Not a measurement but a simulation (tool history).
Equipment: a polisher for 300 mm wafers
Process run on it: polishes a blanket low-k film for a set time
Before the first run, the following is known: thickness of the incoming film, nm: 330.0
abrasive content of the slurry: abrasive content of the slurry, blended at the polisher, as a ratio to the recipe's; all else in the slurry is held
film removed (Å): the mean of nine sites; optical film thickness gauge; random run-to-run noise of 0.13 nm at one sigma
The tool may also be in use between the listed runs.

run	hour	flow of slurry (ml/min)	pressure of the wafer on the pad (psi)	speed of the pad under the wafer (m/s)	abrasive content of the slurry	polishing time (s)	film removed (Å)
1	0.0	280	1.5	0.80	1.0	56	131.90
2	5.7	280	1.5	0.80	1.0	56	130.47
3	8.6	235	1.5	0.80	1.0	56	124.74
4	13.7	230	1.5	0.80	1.0	56	124.74
5	19.0	230	1.5	0.94	1.0	56	136.97
6	20.4	230	1.5	0.94	1.0	59	147.00
7	28.8	225	1.4	0.94	1.0	59	138.04
8	35.3	220	1.3	0.94	1.0	59	126.90

What does the tool deliver on the next run?
9	38.5	215	1.2	0.94	1.0	59	?

{"run 9": {"film removed (Å)": 117.34}}
